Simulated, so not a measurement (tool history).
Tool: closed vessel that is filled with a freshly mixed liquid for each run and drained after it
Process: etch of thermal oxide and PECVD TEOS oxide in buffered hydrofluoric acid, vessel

| run | day | temperature setpoint of the liquid (K) | parts of 40 % ammonium fluoride to one part of 49 % hydrofluoric acid (parts by volume) | time in the liquid (s) | thickness taken off the thermal oxide on a monitor wafer (nm) | thickness taken off the PECVD TEOS oxide on a monitor wafer (nm) |
|---|---|---|---|---|---|---|
| 1 | 0.000 | 296.15 | 15.5 | 60 | 36.123 | 134.020 |
| 2 | 0.262 | 298.65 | 15.5 | 60 | 41.695 | 154.620 |
| 3 | 0.592 | 297.65 | 15.5 | 60 | 39.175 | 145.680 |
| 4 | 0.729 | 296.65 | 15.5 | 60 | 37.260 | 135.420 |
|  | 0.896 | thermometer replaced |
| 5 | 0.896 | 296.15 | 15.5 | 60 | 38.876 | 145.430 |
| 6 | 1.162 | 296.15 | 15.5 | 40 | 26.116 | 95.001 |

Forecast run 7:
| 7 | 1.350 | 296.65 | 15.5 | 40 | ? | ? |

thickness taken off the thermal oxide on a monitor wafer (nm): 26.968
thickness taken off the PECVD TEOS oxide on a monitor wafer (nm): 98.880

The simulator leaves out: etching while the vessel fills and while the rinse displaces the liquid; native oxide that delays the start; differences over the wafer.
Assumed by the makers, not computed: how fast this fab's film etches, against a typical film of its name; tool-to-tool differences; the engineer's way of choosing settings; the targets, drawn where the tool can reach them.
